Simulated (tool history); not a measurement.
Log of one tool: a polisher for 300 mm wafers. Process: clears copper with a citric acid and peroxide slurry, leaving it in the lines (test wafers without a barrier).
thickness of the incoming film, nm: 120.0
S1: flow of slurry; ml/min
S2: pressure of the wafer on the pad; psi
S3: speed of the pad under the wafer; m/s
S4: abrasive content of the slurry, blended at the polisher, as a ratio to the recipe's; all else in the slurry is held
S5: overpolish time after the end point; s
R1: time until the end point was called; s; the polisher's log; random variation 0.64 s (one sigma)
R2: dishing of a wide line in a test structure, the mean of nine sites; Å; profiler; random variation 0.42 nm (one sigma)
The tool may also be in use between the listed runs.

run,day,S1,S2,S3,S4,S5,R1,R2
1,0.000,230,2.3,0.96,1.00,18,65.284,209.03
2,0.267,230,2.3,0.96,1.20,18,64.375,208.29
3,0.592,260,2.3,0.96,1.20,18,66.234,210.73
4,0.646,250,2.7,1.00,1.20,17,53.708,240.22
5,0.829,250,2.7,1.00,1.05,17,54.561,231.41
6,1.083,250,3.0,1.00,1.05,17,48.511,255.62
7,1.396,250,3.2,1.06,1.05,17,43.480,289.15
8,1.554,250,3.3,1.12,1.05,16,38.438,297.08

Forecast run 9:
9,1.600,250,3.4,1.14,1.05,16,?,?

{"run 9": {"R1": 38.54, "R2": 302.76}}

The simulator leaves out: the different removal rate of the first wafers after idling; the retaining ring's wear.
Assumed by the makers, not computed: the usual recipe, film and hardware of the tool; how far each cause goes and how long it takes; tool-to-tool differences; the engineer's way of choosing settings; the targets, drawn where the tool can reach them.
